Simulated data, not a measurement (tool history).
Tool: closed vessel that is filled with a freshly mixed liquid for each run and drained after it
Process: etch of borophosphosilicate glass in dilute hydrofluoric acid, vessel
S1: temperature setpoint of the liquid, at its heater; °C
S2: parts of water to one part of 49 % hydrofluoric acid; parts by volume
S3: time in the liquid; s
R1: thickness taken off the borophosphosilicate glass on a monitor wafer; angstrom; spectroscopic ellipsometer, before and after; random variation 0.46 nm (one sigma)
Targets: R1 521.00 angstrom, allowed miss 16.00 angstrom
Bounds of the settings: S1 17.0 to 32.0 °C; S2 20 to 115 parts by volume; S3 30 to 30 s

{"run": 1, "day": 0.0, "S1": 24.0, "S2": 65, "S3": 30, "R1": 258.11}
{"run": 2, "day": 0.3, "S1": 24.0, "S2": 65, "S3": 30, "R1": 252.73}
{"run": 3, "day": 0.421, "S1": 25.0, "S2": 60, "S3": 30, "R1": 285.5}
{"run": 4, "day": 0.712, "S1": 27.5, "S2": 60, "S3": 30, "R1": 323.83}
{"run": 5, "day": 0.8, "S1": 28.0, "S2": 55, "S3": 30, "R1": 352.59}
{"day": 1.158, "done": "hydrofluoric acid flow meter replaced"}
{"run": 6, "day": 1.158, "S1": 28.5, "S2": 55, "S3": 30, "R1": 400.28}
{"run": 7, "day": 1.342, "S1": 29.0, "S2": 55, "S3": 30, "R1": 406.67}
{"run": 8, "day": 1.667, "S1": 29.5, "S2": 55, "S3": 30, "R1": 425.3}
{"run": 9, "day": 1.846, "S1": 30.0, "S2": 55, "S3": 30, "R1": 433.76}
{"run": 10, "day": 2.038, "S1": 30.5, "S2": 55, "S3": 30, "R1": 433.65}
{"run": 11, "day": 2.283, "S1": 31.5, "S2": 50, "S3": 30, "R1": 498.61}

Which of these 4 next moves meets every target?
{"run": "A", "day": 2.529, "S1": 28.0, "S2": 45, "S3": 30, "R1": "?"}
{"run": "B", "day": 2.529, "S1": 29.5, "S2": 45, "S3": 30, "R1": "?"}
{"run": "C", "day": 2.529, "S1": 30.0, "S2": 50, "S3": 30, "R1": "?"}
{"run": "D", "day": 2.529, "S1": 31.0, "S2": 50, "S3": 30, "R1": "?"}

move=A R1=494.77
move=B R1=525.22
move=C R1=478.42
move=D R1=497.49
A: further off than the last run
B: meets every target
C: further off than the last run
D: further off than the last run
Answer: B

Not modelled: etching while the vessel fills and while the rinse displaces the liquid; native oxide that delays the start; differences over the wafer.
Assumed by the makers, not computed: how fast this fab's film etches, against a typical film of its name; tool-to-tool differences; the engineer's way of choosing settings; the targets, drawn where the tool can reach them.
